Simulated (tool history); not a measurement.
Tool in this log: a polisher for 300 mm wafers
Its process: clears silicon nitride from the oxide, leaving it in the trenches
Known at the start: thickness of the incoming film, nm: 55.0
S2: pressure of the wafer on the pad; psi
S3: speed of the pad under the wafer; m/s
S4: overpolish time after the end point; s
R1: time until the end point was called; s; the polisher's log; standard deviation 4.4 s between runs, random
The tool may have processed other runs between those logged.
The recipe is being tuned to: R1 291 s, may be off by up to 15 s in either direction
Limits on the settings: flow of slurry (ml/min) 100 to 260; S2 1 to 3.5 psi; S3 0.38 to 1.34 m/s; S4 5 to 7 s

Run 1, hour 0: flow of slurry (ml/min) 165, S2 2.2 psi, S3 0.86 m/s, S4 7 s. Result: R1 98.918 s.
Run 2, hour 1.9: flow of slurry (ml/min) 165, S2 2.5 psi, S3 0.86 m/s, S4 7 s. Result: R1 89.577 s.
Run 3, hour 8.3: flow of slurry (ml/min) 160, S2 2.3 psi, S3 0.8 m/s, S4 7 s. Result: R1 104.7 s.
Run 4, hour 17.2: flow of slurry (ml/min) 160, S2 2.3 psi, S3 0.8 m/s, S4 7 s. Result: R1 101.28 s.
Run 5, hour 25.3: flow of slurry (ml/min) 155, S2 2.2 psi, S3 0.76 m/s, S4 7 s. Result: R1 115.01 s.
Run 6, hour 31.5: flow of slurry (ml/min) 155, S2 2.1 psi, S3 0.72 m/s, S4 7 s. Result: R1 123.1 s.
Run 7, hour 34.5: flow of slurry (ml/min) 150, S2 2 psi, S3 0.68 m/s, S4 7 s. Result: R1 141.86 s.
At hour 35.3: slurry nozzle cleaned.
Run 8, hour 35.3: flow of slurry (ml/min) 150, S2 1.9 psi, S3 0.66 m/s, S4 7 s. Result: R1 145.29 s.
Run 9, hour 40.9: flow of slurry (ml/min) 150, S2 1.8 psi, S3 0.64 m/s, S4 7 s. Result: R1 158.8 s.
Run 10, hour 49: flow of slurry (ml/min) 150, S2 1.7 psi, S3 0.62 m/s, S4 7 s. Result: R1 172.2 s.
Run 11, hour 52.8: flow of slurry (ml/min) 150, S2 1.6 psi, S3 0.6 m/s, S4 7 s. Result: R1 187.49 s.
Run 12, hour 61.4: flow of slurry (ml/min) 150, S2 1.5 psi, S3 0.58 m/s, S4 7 s. Result: R1 207 s.
Run 13, hour 69.4: flow of slurry (ml/min) 150, S2 1.4 psi, S3 0.58 m/s, S4 7 s. Result: R1 215.1 s.
Run 14, hour 77.3: flow of slurry (ml/min) 150, S2 1.2 psi, S3 0.54 m/s, S4 7 s. Result: R1 274.09 s.

Which single option among these 5 for the next run brings every result within its allowed miss of target? Just one does.
Run A, hour 85.2: flow of slurry (ml/min) 105, S2 1.4 psi, S3 0.4 m/s, S4 5 s. Result: R1 ?.
Run B, hour 85.2: flow of slurry (ml/min) 125, S2 1.5 psi, S3 0.48 m/s, S4 5 s. Result: R1 ?.
Run C, hour 85.2: flow of slurry (ml/min) 140, S2 1.5 psi, S3 0.5 m/s, S4 7 s. Result: R1 ?.
Run D, hour 85.2: flow of slurry (ml/min) 130, S2 1 psi, S3 0.64 m/s, S4 5 s. Result: R1 ?.
Run E, hour 85.2: flow of slurry (ml/min) 180, S2 1.2 psi, S3 0.54 m/s, S4 7 s. Result: R1 ?.

move      R1
   A  342.67
   B  257.93
   C   241.9
   D  285.15
   E  265.54
A: takes the biggest miss from the last run beyond its target
B: lands further from the targets than the last run did
C: lands further from the targets than the last run did
D: meets every target
E: lands further from the targets than the last run did
D meets every target.

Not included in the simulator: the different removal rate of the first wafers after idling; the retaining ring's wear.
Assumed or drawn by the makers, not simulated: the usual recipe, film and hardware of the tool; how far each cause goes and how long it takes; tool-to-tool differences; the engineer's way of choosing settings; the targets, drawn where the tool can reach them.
